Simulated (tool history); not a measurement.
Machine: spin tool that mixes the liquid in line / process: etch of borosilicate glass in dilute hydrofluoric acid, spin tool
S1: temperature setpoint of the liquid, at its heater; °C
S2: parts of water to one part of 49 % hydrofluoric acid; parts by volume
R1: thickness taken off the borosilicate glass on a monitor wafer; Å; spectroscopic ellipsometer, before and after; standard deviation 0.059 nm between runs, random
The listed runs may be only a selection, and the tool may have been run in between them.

{"run": 1, "hour": 0.0, "S1": 22.0, "S2": 165, "time under the liquid (s)": 50, "R1": 70.762}
{"run": 2, "hour": 2.5, "S1": 22.0, "S2": 130, "time under the liquid (s)": 50, "R1": 91.638}
{"run": 3, "hour": 6.8, "S1": 24.0, "S2": 115, "time under the liquid (s)": 50, "R1": 115.75}
{"run": 4, "hour": 11.0, "S1": 24.0, "S2": 160, "time under the liquid (s)": 50, "R1": 78.212}
{"run": 5, "hour": 18.5, "S1": 25.5, "S2": 140, "time under the liquid (s)": 50, "R1": 97.34}
{"run": 6, "hour": 19.3, "S1": 26.5, "S2": 125, "time under the liquid (s)": 50, "R1": 115.29}
{"run": 7, "hour": 24.1, "S1": 27.5, "S2": 115, "time under the liquid (s)": 50, "R1": 131.32}

Run 8 is up next; what results do you expect?
{"run": 8, "hour": 27.1, "S1": 28.0, "S2": 110, "time under the liquid (s)": 50, "R1": "?"}

{"run 8": {"R1": 140.94}}
